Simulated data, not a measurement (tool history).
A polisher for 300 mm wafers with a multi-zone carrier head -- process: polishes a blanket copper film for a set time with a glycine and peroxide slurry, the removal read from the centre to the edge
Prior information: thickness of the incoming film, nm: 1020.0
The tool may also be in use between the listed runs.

run  hour  flow of slurry (ml/min)  pressure of the head's centre zone  pressure of the head's middle zone  pressure of the head's edge zone  polishing time (s)  film removed at the wafer's centre (angstrom)  film removed at mid-radius (angstrom)  film removed at the wafer's edge (angstrom)
  1     0                      255                                   1                                   1                                 1                  48                                           2833                                 2917.5                                         2914
  2   4.6                      250                                0.98                                0.97                              0.98                  46                                         2646.6                                 2722.5                                       2761.2
  3   7.4                      230                                0.98                                0.97                              0.98                  46                                         2607.2                                   2713                                       2698.8
  4  16.2                      235                                0.97                                0.95                              0.98                  44                                         2466.7                                   2503                                       2605.7
  5  23.6                      285                                0.97                                0.95                              0.98                  44                                         2536.4                                 2593.7                                       2669.3
  6  24.3                      320                                0.97                                0.95                              0.98                  44                                         2589.7                                 2641.8                                       2714.3
  7  26.9                      310                                0.96                                0.93                              0.96                  43                                         2486.6                                 2521.2                                         2585
  8  30.9                      300                                0.95                                0.91                              0.95                  42                                           2406                                 2436.5                                       2574.2

Forecast run 9:
  9  34.3                      295                                0.94                                 0.9                              0.94                  40                                              ?                                      ?                                            ?

{"run 9": {"film removed at the wafer's centre (angstrom)": 2278.6, "film removed at mid-radius (angstrom)": 2213.4, "film removed at the wafer's edge (angstrom)": 2351.9}}

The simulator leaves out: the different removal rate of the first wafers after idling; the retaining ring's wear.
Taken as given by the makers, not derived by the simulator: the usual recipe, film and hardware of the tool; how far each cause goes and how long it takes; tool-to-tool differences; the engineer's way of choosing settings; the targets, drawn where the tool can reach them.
